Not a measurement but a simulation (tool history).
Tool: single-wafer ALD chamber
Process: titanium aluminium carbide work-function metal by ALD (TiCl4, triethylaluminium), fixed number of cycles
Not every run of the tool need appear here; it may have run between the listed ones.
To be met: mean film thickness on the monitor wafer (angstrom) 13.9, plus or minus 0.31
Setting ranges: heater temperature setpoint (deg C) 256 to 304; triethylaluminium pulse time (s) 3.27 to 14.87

run,day,heater temperature setpoint (deg C),triethylaluminium pulse time (s),mean film thickness on the monitor wafer (angstrom)
1,0,280,9.07,16.5
2,0.142,286,9.07,17.118
3,0.508,286,6.68,15.823
4,0.8,286,4.98,14.635
# day 1.088: triethylaluminium bottle replaced
5,1.088,294,4.98,16.038
6,1.433,302,4.98,16.846
7,1.771,296,4.71,16.002
8,2.058,292,4.54,15.672
9,2.312,288,4.33,14.959
10,2.562,286,4.22,14.691
11,2.8,284,4.14,14.446
12,3.046,283,4.08,14.335

Exercise: of the 5 proposed moves below, exactly one satisfies all targets within the stated allowed misses. Which move is it?
A,3.292,284,4.82,?
B,3.292,286,4.84,?
C,3.292,273,5.2,?
D,3.292,291,3.35,?
E,3.292,282,4.78,?

move,mean film thickness on the monitor wafer (angstrom)
A,15.112
B,15.29
C,14.574
D,13.793
E,14.916
A: its largest miss is bigger than the last run's
B: its largest miss is bigger than the last run's
C: its largest miss is bigger than the last run's
D: hits every target within its allowed miss
E: its largest miss is bigger than the last run's
So the answer is move D, the one that meets all the targets.
